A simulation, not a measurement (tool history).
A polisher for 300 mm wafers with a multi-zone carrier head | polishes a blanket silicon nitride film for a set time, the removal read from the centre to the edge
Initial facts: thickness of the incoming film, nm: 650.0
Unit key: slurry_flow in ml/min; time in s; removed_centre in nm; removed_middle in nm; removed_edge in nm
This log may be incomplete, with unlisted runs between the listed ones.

| run | hour | slurry_flow | centre_zone | middle_zone | edge_zone | time | removed_centre | removed_middle | removed_edge |
|---|---|---|---|---|---|---|---|---|---|
| 1 | 0.0 | 130 | 1.00 | 1.00 | 1.00 | 69 | 118.67 | 122.75 | 121.14 |
| 2 | 8.6 | 115 | 1.00 | 1.00 | 1.00 | 69 | 118.42 | 116.37 | 119.93 |
| 3 | 12.1 | 115 | 0.99 | 1.00 | 0.97 | 68 | 115.26 | 116.27 | 115.58 |
| 4 | 15.2 | 115 | 0.93 | 1.00 | 0.97 | 68 | 107.98 | 114.33 | 113.84 |
| 5 | 21.7 | 95 | 0.93 | 1.00 | 0.97 | 68 | 104.05 | 109.44 | 113.18 |
| 6 | 26.5 | 95 | 0.93 | 1.00 | 0.94 | 67 | 102.92 | 112.79 | 109.37 |

Forecast run 7:
| 7 | 27.1 | 95 | 0.94 | 0.98 | 0.93 | 66 | ? | ? | ? |

{"run 7": {"removed_centre": 102.02, "removed_middle": 105.07, "removed_edge": 105.5}}

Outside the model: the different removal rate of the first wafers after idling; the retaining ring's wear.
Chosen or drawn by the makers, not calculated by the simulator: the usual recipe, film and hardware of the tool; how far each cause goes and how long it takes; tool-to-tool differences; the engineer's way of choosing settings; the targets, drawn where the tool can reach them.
